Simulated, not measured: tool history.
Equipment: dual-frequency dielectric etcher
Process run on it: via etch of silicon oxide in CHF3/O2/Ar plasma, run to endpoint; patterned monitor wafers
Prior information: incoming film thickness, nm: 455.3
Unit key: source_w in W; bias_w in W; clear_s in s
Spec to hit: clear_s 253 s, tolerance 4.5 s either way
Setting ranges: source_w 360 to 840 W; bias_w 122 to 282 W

{"run": 1, "hour": 0.0, "source_w": 600, "bias_w": 202, "clear_s": 212.53}
{"run": 2, "hour": 2.2, "source_w": 570, "bias_w": 199, "clear_s": 220.29}
{"run": 3, "hour": 5.5, "source_w": 550, "bias_w": 198, "clear_s": 227.07}
{"run": 4, "hour": 7.2, "source_w": 550, "bias_w": 224, "clear_s": 211.48}
{"run": 5, "hour": 13.0, "source_w": 610, "bias_w": 224, "clear_s": 201.11}
{"run": 6, "hour": 22.0, "source_w": 610, "bias_w": 244, "clear_s": 192.71}
{"run": 7, "hour": 27.4, "source_w": 580, "bias_w": 240, "clear_s": 196.92}
{"run": 8, "hour": 30.6, "source_w": 550, "bias_w": 235, "clear_s": 204.62}
{"run": 9, "hour": 31.8, "source_w": 530, "bias_w": 231, "clear_s": 212.4}
{"run": 10, "hour": 33.4, "source_w": 510, "bias_w": 229, "clear_s": 217.01}
{"run": 11, "hour": 36.3, "source_w": 390, "bias_w": 194, "clear_s": 278.02}
{"run": 12, "hour": 38.3, "source_w": 400, "bias_w": 194, "clear_s": 272.43}
{"run": 13, "hour": 44.1, "source_w": 510, "bias_w": 199, "clear_s": 236.97}
{"run": 14, "hour": 48.2, "source_w": 500, "bias_w": 199, "clear_s": 238.8}
{"run": 15, "hour": 50.1, "source_w": 490, "bias_w": 199, "clear_s": 239.53}

Next run, 5 choices. One meets every target within its allowed miss, the rest don't. Which?
{"run": "A", "hour": 52.0, "source_w": 550, "bias_w": 162, "clear_s": "?"}
{"run": "B", "hour": 52.0, "source_w": 600, "bias_w": 189, "clear_s": "?"}
{"run": "C", "hour": 52.0, "source_w": 570, "bias_w": 196, "clear_s": "?"}
{"run": "D", "hour": 52.0, "source_w": 560, "bias_w": 188, "clear_s": "?"}
{"run": "E", "hour": 52.0, "source_w": 480, "bias_w": 227, "clear_s": "?"}

move=A clear_s=253.16
move=B clear_s=221.29
move=C clear_s=222.57
move=D clear_s=229.93
move=E clear_s=224.68
A: each result inside its tolerance
B: misses by more than the last run did
C: misses by more than the last run did
D: misses by more than the last run did
E: misses by more than the last run did
Answer: A

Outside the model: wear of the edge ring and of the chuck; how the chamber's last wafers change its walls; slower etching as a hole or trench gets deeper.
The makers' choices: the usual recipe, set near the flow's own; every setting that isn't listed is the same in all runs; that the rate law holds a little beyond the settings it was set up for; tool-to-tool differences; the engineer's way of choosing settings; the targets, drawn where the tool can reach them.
